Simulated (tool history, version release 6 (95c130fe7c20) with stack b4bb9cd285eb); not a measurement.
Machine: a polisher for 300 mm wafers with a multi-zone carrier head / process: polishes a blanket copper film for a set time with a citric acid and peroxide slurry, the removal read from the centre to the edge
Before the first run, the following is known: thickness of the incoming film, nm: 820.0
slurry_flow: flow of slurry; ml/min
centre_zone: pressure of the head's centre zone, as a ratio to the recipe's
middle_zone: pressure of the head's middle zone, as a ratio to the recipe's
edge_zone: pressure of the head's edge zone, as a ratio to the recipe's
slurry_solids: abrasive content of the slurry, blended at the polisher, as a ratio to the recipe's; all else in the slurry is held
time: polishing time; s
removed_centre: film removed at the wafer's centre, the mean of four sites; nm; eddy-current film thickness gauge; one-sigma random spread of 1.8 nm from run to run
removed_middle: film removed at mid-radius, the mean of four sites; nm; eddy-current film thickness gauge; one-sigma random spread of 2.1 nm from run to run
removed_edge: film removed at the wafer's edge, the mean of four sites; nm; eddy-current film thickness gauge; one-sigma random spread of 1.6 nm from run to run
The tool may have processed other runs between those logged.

run  hour  slurry_flow  centre_zone  middle_zone  edge_zone  slurry_solids  time  removed_centre  removed_middle  removed_edge
  1     0          180            1            1          1              1    54          129.92          117.59        116.96
  2   7.4          180            1         0.97          1              1    54          135.45          115.89        116.61
  3  10.2          185         0.99         0.99       1.02           1.05    55          137.69          119.42        121.97
  4  18.9          185         0.97         1.02       1.03            1.1    56          140.96          124.29        126.89
  5  24.5          180         0.94         1.05       1.04            1.1    57          135.38          133.52        127.94
  6  30.2          180         0.94         1.05       1.04            1.2    57          135.41          132.38        130.61
  7  37.9          180         0.92         1.06       1.05           1.25    57          134.02          131.54        130.91
  8  43.2          180         0.91         1.08       1.07           1.25    57          131.58          140.78        128.73
  9  47.9          175         0.89         1.07       1.08            1.3    58          134.27          140.63        135.68
       51  -- centre zone pressure recalibrated
 10    51          175         0.89         1.07       1.08            1.3    58          117.42          136.83        133.04

Run 11 is up next; what results do you expect?
 11  53.4          180         0.89         1.07       1.09            1.3    58               ?               ?             ?

removed_centre: 118.75 nm
removed_middle: 144.25 nm
removed_edge: 134.69 nm
